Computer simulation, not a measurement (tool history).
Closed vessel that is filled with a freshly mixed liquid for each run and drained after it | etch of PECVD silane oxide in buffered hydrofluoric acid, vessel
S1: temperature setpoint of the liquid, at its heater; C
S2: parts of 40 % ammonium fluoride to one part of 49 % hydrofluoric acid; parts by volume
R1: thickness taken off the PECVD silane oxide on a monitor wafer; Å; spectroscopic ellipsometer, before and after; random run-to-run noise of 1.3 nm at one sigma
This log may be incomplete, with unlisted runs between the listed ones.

Run 1, hour 0.0: S1 24.0 C, S2 8.5 parts by volume, time in the liquid (s) 105. Result: R1 3808.2 Å.
Run 2, hour 3.6: S1 26.0 C, S2 8.5 parts by volume, time in the liquid (s) 105. Result: R1 4276.6 Å.
Run 3, hour 7.0: S1 26.0 C, S2 8.5 parts by volume, time in the liquid (s) 105. Result: R1 4275.0 Å.
Run 4, hour 15.8: S1 25.0 C, S2 8.5 parts by volume, time in the liquid (s) 105. Result: R1 4087.9 Å.
Run 5, hour 18.4: S1 25.0 C, S2 8.5 parts by volume, time in the liquid (s) 110. Result: R1 4233.2 Å.
Run 6, hour 23.5: S1 25.0 C, S2 8.5 parts by volume, time in the liquid (s) 105. Result: R1 4042.7 Å.
Run 7, hour 29.9: S1 24.0 C, S2 8.5 parts by volume, time in the liquid (s) 105. Result: R1 3851.3 Å.
Run 8, hour 31.2: S1 23.0 C, S2 8.5 parts by volume, time in the liquid (s) 105. Result: R1 3621.3 Å.
Run 9, hour 38.2: S1 22.5 C, S2 8.5 parts by volume, time in the liquid (s) 105. Result: R1 3530.2 Å.
Run 10, hour 44.0: S1 22.0 C, S2 8.5 parts by volume, time in the liquid (s) 105. Result: R1 3449.4 Å.
Run 11, hour 47.7: S1 21.5 C, S2 8.5 parts by volume, time in the liquid (s) 105. Result: R1 3329.4 Å.
Run 12, hour 55.3: S1 21.0 C, S2 8.5 parts by volume, time in the liquid (s) 105. Result: R1 3225.5 Å.

Expected results for the next run?
Run 13, hour 61.0: S1 20.5 C, S2 8.5 parts by volume, time in the liquid (s) 105. Result: R1 ?.

{"run 13": {"R1": 3137.1}}

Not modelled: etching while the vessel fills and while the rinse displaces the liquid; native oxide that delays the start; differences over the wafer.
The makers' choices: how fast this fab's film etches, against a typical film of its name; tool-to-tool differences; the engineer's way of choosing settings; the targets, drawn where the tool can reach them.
